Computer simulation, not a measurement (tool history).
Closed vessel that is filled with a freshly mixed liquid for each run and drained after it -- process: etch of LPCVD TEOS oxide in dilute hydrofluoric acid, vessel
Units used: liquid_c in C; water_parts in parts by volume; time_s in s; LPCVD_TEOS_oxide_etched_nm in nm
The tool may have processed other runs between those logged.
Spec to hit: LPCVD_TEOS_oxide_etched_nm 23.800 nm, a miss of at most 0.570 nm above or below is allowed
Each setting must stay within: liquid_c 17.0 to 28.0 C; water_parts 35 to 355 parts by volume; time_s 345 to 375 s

run 1 hour=0.0 | liquid_c=20.0 water_parts=195 time_s=345 | LPCVD_TEOS_oxide_etched_nm=38.348
run 2 hour=4.2 | liquid_c=20.0 water_parts=245 time_s=345 | LPCVD_TEOS_oxide_etched_nm=29.505
run 3 hour=11.0 | liquid_c=20.0 water_parts=245 time_s=345 | LPCVD_TEOS_oxide_etched_nm=29.256
run 4 hour=12.7 | liquid_c=17.0 water_parts=245 time_s=345 | LPCVD_TEOS_oxide_etched_nm=26.176
run 5 hour=17.2 | liquid_c=17.0 water_parts=175 time_s=345 | LPCVD_TEOS_oxide_etched_nm=38.680
run 6 hour=20.0 | liquid_c=17.0 water_parts=195 time_s=345 | LPCVD_TEOS_oxide_etched_nm=34.345
run 7 hour=27.6 | liquid_c=17.0 water_parts=210 time_s=345 | LPCVD_TEOS_oxide_etched_nm=31.490
run 8 hour=33.4 | liquid_c=17.0 water_parts=220 time_s=345 | LPCVD_TEOS_oxide_etched_nm=29.762
run 9 hour=38.5 | liquid_c=17.0 water_parts=230 time_s=345 | LPCVD_TEOS_oxide_etched_nm=28.060
run 10 hour=41.7 | liquid_c=17.0 water_parts=235 time_s=345 | LPCVD_TEOS_oxide_etched_nm=27.718
run 11 hour=46.0 | liquid_c=17.0 water_parts=235 time_s=345 | LPCVD_TEOS_oxide_etched_nm=27.640
run 12 hour=47.0 | liquid_c=17.0 water_parts=240 time_s=345 | LPCVD_TEOS_oxide_etched_nm=26.870
run 13 hour=48.6 | liquid_c=17.0 water_parts=245 time_s=345 | LPCVD_TEOS_oxide_etched_nm=26.110
run 14 hour=56.8 | liquid_c=17.0 water_parts=250 time_s=345 | LPCVD_TEOS_oxide_etched_nm=25.435
run 15 hour=58.5 | liquid_c=17.0 water_parts=255 time_s=345 | LPCVD_TEOS_oxide_etched_nm=24.809

5 next moves are on the table. One of them brings every result within its allowed miss. Which?
run A hour=60.2 | liquid_c=18.0 water_parts=260 time_s=345 | LPCVD_TEOS_oxide_etched_nm=?
run B hour=60.2 | liquid_c=17.5 water_parts=290 time_s=375 | LPCVD_TEOS_oxide_etched_nm=?
run C hour=60.2 | liquid_c=18.0 water_parts=255 time_s=345 | LPCVD_TEOS_oxide_etched_nm=?
run D hour=60.2 | liquid_c=17.0 water_parts=250 time_s=345 | LPCVD_TEOS_oxide_etched_nm=?
run E hour=60.2 | liquid_c=18.0 water_parts=280 time_s=375 | LPCVD_TEOS_oxide_etched_nm=?

move=A LPCVD_TEOS_oxide_etched_nm=25.313
move=B LPCVD_TEOS_oxide_etched_nm=23.581
move=C LPCVD_TEOS_oxide_etched_nm=25.924
move=D LPCVD_TEOS_oxide_etched_nm=25.554
move=E LPCVD_TEOS_oxide_etched_nm=25.105
A: the biggest miss grows against the last run
B: hits every target within its allowed miss
C: the biggest miss grows against the last run
D: the biggest miss grows against the last run
E: the biggest miss grows against the last run
The right move is B.
